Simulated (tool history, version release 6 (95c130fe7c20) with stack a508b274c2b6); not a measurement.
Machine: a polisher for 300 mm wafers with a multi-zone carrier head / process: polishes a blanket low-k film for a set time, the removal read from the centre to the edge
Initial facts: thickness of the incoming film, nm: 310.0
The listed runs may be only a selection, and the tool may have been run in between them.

| run | hour | flow of slurry (ml/min) | pressure of the head's centre zone | pressure of the head's middle zone | pressure of the head's edge zone | abrasive content of the slurry | polishing time (s) | film removed at the wafer's centre (nm) | film removed at mid-radius (nm) | film removed at the wafer's edge (nm) |
|---|---|---|---|---|---|---|---|---|---|---|
| 1 | 0.0 | 315 | 1.00 | 1.00 | 1.00 | 1.00 | 89 | 29.391 | 29.140 | 29.000 |
| 2 | 6.3 | 315 | 1.00 | 1.00 | 0.92 | 1.00 | 89 | 29.198 | 28.965 | 27.686 |
| 3 | 13.8 | 315 | 0.95 | 1.00 | 0.92 | 1.00 | 89 | 28.347 | 29.414 | 28.091 |
| 4 | 20.7 | 315 | 0.95 | 1.00 | 1.00 | 1.00 | 89 | 28.337 | 29.105 | 29.182 |
| 5 | 22.7 | 315 | 0.95 | 0.99 | 0.99 | 0.95 | 89 | 27.346 | 28.214 | 28.141 |
| 6 | 29.3 | 315 | 0.95 | 1.03 | 0.99 | 0.95 | 89 | 28.101 | 29.344 | 28.575 |

Run 7 comes next. What will it give?
| 7 | 37.4 | 315 | 0.95 | 1.01 | 0.97 | 0.90 | 89 | ? | ? | ? |

For run 7 the tool returned film removed at the wafer's centre (nm) 26.882, film removed at mid-radius (nm) 28.442, film removed at the wafer's edge (nm) 27.476.
